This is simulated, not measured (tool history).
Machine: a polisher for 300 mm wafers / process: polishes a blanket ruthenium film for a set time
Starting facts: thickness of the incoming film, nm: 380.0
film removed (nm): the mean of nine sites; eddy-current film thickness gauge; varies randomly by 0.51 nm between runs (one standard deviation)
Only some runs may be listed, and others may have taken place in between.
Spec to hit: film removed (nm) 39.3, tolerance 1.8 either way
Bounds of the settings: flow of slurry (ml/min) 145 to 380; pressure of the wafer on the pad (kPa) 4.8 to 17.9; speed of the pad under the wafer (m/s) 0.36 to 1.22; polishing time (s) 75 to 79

run	hour	flow of slurry (ml/min)	pressure of the wafer on the pad (kPa)	speed of the pad under the wafer (m/s)	polishing time (s)	film removed (nm)
1	0	245	11	0.78	75	54.052
2	4.8	245	11	0.78	79	58.266
3	6.6	245	10.3	0.78	79	53.915
4	10.6	245	9.7	0.78	79	51.342
5	16.8	245	9.7	0.94	79	60.242
6	19.7	245	9	0.94	79	57.155
7	20.8	245	9	0.94	79	57.324
8	23.9	245	8.3	0.94	79	54.646
9	31.1	245	4.8	0.9	79	33.977
10	32.5	245	6.2	0.9	79	41.869
11	34.4	245	6.2	0.9	79	41.363

Exercise: of the 4 proposed moves below, exactly one satisfies all targets within the stated allowed misses. Which move is it?
A	36.3	180	4.8	1.1	79	?
B	36.3	190	6.9	0.9	79	?
C	36.3	255	5.5	0.9	75	?
D	36.3	300	6.9	0.66	79	?

move	film removed (nm)
A	40.796
B	44.534
C	37.12
D	35.386
A: every result within its allowed miss
B: its largest miss is bigger than the last run's
C: carries the result that was furthest off beyond its target, to the other side
D: carries the result that was furthest off beyond its target, to the other side
So the answer is move A, the one that meets all the targets.
